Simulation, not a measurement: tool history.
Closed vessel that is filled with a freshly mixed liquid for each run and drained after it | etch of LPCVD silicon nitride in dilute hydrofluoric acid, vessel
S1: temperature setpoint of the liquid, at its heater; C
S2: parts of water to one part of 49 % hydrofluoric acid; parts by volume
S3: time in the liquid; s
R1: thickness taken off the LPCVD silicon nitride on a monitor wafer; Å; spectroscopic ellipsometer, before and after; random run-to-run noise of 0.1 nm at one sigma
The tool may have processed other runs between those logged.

{"run": 1, "hour": 0.0, "S1": 26, "S2": 80, "S3": 2730, "R1": 219.32}
{"run": 2, "hour": 6.7, "S1": 26, "S2": 55, "S3": 2730, "R1": 318.29}
{"run": 3, "hour": 14.8, "S1": 27.5, "S2": 55, "S3": 2730, "R1": 345.53}
{"run": 4, "hour": 23.4, "S1": 27.5, "S2": 75, "S3": 2730, "R1": 255.85}
{"run": 5, "hour": 26.0, "S1": 27.5, "S2": 60, "S3": 2730, "R1": 318.39}
{"run": 6, "hour": 33.8, "S1": 30.5, "S2": 60, "S3": 2730, "R1": 389.98}
{"run": 7, "hour": 38.9, "S1": 26.5, "S2": 60, "S3": 2730, "R1": 299.24}
{"run": 8, "hour": 40.9, "S1": 22.5, "S2": 60, "S3": 2730, "R1": 231.97}
{"run": 9, "hour": 48.0, "S1": 21, "S2": 60, "S3": 2730, "R1": 207.1}
{"run": 10, "hour": 55.5, "S1": 20.5, "S2": 60, "S3": 2730, "R1": 198.28}
{"run": 11, "hour": 59.1, "S1": 20, "S2": 60, "S3": 2730, "R1": 191.08}

Run 12 has not been measured yet. What should we expect?
{"run": 12, "hour": 62.5, "S1": 19.5, "S2": 60, "S3": 2730, "R1": "?"}

Run 12 measured R1 186.23 Å.
